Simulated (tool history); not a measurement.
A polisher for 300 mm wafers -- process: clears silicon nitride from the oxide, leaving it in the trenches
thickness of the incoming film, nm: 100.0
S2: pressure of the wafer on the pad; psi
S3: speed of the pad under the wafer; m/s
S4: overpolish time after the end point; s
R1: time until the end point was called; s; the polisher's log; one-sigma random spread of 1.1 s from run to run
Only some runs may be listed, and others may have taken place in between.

run 1 day=0 | flow_of_slurry_(ml/min)=170 S2=2.4 S3=1.16 S4=30 | R1=106.41
run 2 day=0.217 | flow_of_slurry_(ml/min)=170 S2=2.6 S3=1.18 S4=30 | R1=101.91
run 3 day=0.546 | flow_of_slurry_(ml/min)=170 S2=2.6 S3=0.92 S4=30 | R1=119.05
run 4 day=0.854 | flow_of_slurry_(ml/min)=145 S2=2.6 S3=0.92 S4=30 | R1=124.86
run 5 day=0.962 | flow_of_slurry_(ml/min)=150 S2=2.8 S3=1 S4=30 | R1=106.1
run 6 day=1.312 | flow_of_slurry_(ml/min)=190 S2=2.8 S3=1 S4=30 | R1=104.38
run 7 day=1.621 | flow_of_slurry_(ml/min)=190 S2=2.9 S3=1.06 S4=30 | R1=93.277
run 8 day=1.862 | flow_of_slurry_(ml/min)=190 S2=3 S3=1.1 S4=30 | R1=87.69
run 9 day=1.938 | flow_of_slurry_(ml/min)=190 S2=3.1 S3=1.14 S4=30 | R1=86.283
run 10 day=2.021 | flow_of_slurry_(ml/min)=195 S2=3.2 S3=1.2 S4=30 | R1=79.887
run 11 day=2.217 | flow_of_slurry_(ml/min)=195 S2=3.3 S3=1.24 S4=30 | R1=72.091
run 12 day=2.388 | flow_of_slurry_(ml/min)=195 S2=3.4 S3=1.26 S4=30 | R1=70.431
run 13 day=2.692 | flow_of_slurry_(ml/min)=195 S2=3.4 S3=1.3 S4=30 | R1=70.689
run 14 day=3.062 | flow_of_slurry_(ml/min)=200 S2=3.4 S3=1.34 S4=30 | R1=64.512
run 15 day=3.129 | flow_of_slurry_(ml/min)=205 S2=3.6 S3=1.38 S4=30 | R1=62.008

Run 16 comes next. What will it give?
run 16 day=3.379 | flow_of_slurry_(ml/min)=205 S2=3.6 S3=1.4 S4=30 | R1=?

{"run 16": {"R1": 58.937}}
